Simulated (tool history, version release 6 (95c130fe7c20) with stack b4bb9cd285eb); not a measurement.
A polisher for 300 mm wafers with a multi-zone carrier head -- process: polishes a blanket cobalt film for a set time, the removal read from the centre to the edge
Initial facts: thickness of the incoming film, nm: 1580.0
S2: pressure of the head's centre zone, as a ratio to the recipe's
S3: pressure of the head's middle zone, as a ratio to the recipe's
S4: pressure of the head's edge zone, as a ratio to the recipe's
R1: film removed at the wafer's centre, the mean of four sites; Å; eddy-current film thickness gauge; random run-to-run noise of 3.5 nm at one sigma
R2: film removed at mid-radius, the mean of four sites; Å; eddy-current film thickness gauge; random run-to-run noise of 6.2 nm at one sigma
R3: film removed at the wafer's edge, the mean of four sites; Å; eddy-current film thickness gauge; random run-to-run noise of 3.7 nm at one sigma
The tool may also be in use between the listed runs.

Run 1, hour 0.0: flow of slurry (ml/min) 205, S2 1.00, S3 1.00, S4 1.00, polishing time (s) 85. Result: R1 4403.9 Å, R2 4155.3 Å, R3 4210.3 Å.
Run 2, hour 3.6: flow of slurry (ml/min) 215, S2 1.01, S3 1.00, S4 1.02, polishing time (s) 86. Result: R1 4539.8 Å, R2 4330.3 Å, R3 4371.4 Å.
Run 3, hour 8.7: flow of slurry (ml/min) 215, S2 1.01, S3 1.00, S4 0.98, polishing time (s) 86. Result: R1 4611.0 Å, R2 4284.9 Å, R3 4258.6 Å.
Run 4, hour 10.3: flow of slurry (ml/min) 215, S2 1.01, S3 1.00, S4 0.98, polishing time (s) 77. Result: R1 4051.5 Å, R2 3821.4 Å, R3 3785.3 Å.
Run 5, hour 19.2: flow of slurry (ml/min) 240, S2 1.01, S3 1.00, S4 0.98, polishing time (s) 77. Result: R1 4194.4 Å, R2 3898.6 Å, R3 3802.2 Å.
Run 6, hour 21.6: flow of slurry (ml/min) 195, S2 1.01, S3 1.00, S4 0.98, polishing time (s) 77. Result: R1 4031.0 Å, R2 3815.5 Å, R3 3776.5 Å.
Run 7, hour 29.8: flow of slurry (ml/min) 195, S2 1.03, S3 0.99, S4 1.00, polishing time (s) 79. Result: R1 4171.4 Å, R2 3771.7 Å, R3 3845.9 Å.
Run 8, hour 34.7: flow of slurry (ml/min) 200, S2 1.04, S3 0.99, S4 1.02, polishing time (s) 81. Result: R1 4343.9 Å, R2 3959.9 Å, R3 3986.4 Å.
Run 9, hour 36.6: flow of slurry (ml/min) 205, S2 1.05, S3 0.98, S4 1.04, polishing time (s) 83. Result: R1 4522.1 Å, R2 4012.4 Å, R3 4177.0 Å.
Run 10, hour 39.1: flow of slurry (ml/min) 260, S2 1.15, S3 1.01, S4 1.14, polishing time (s) 87. Result: R1 5285.9 Å, R2 4465.1 Å, R3 4663.3 Å.

Estimate the outcome of run 11 from the log above:
Run 11, hour 44.3: flow of slurry (ml/min) 265, S2 1.15, S3 1.00, S4 1.15, polishing time (s) 87. Result: R1 ?, R2 ?, R3 ?.

R1: 5430.0 Å
R2: 4445.4 Å
R3: 4706.5 Å
